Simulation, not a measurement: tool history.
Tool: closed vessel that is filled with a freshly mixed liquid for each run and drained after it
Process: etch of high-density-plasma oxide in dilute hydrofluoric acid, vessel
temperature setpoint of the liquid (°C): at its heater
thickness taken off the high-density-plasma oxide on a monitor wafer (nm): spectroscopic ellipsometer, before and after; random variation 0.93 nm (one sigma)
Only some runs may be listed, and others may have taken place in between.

| run | hour | temperature setpoint of the liquid (°C) | parts of water to one part of 49 % hydrofluoric acid (parts by volume) | time in the liquid (s) | thickness taken off the high-density-plasma oxide on a monitor wafer (nm) |
|---|---|---|---|---|---|
| 1 | 0 | 22 | 180 | 2740 | 82.749 |
| 2 | 7.7 | 22 | 180 | 2740 | 81.745 |
| 3 | 14.4 | 22 | 135 | 2740 | 114 |
| 4 | 21.6 | 24.5 | 135 | 2740 | 126.4 |
| 5 | 26.5 | 26 | 135 | 2740 | 133.4 |
| 6 | 31.2 | 26 | 135 | 2740 | 133.82 |

Run 7 comes next. What will it give?
| 7 | 33.3 | 27 | 135 | 2740 | ? |

{"run 7": {"thickness taken off the high-density-plasma oxide on a monitor wafer (nm)": 138.14}}
